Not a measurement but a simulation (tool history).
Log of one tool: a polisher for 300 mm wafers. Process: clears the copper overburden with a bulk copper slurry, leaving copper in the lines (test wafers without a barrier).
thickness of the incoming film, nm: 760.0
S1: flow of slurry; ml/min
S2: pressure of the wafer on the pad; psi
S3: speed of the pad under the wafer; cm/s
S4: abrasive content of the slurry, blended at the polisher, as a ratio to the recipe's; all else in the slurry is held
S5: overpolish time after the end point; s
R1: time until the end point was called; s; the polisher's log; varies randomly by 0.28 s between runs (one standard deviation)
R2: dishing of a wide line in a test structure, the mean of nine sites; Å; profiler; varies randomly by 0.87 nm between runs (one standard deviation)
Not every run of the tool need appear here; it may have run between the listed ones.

run  hour   S1   S2   S3  S4  S5      R1      R2
  1     0  180  3.3  136   1  12  54.295  442.85
  2   7.5  180  3.3  154   1  12   47.24  450.61
  3    15  180  3.3  154   1   8  48.469  412.74
  4  21.7  180  3.3  154   1   4  46.478  295.78
  5  24.7  205  3.3  154   1   4  46.929   295.6
  6  27.6  200  3.6  156   1   5  42.263  359.96
  7  31.9  205  3.8  160   1   5  39.239  371.83

Run 8, settings as shown, results not yet in. Your forecast:
  8  37.2  210  4.8  170   1  11   ?   ?

For run 8 the tool returned R1 29.847 s, R2 501.62 Å.
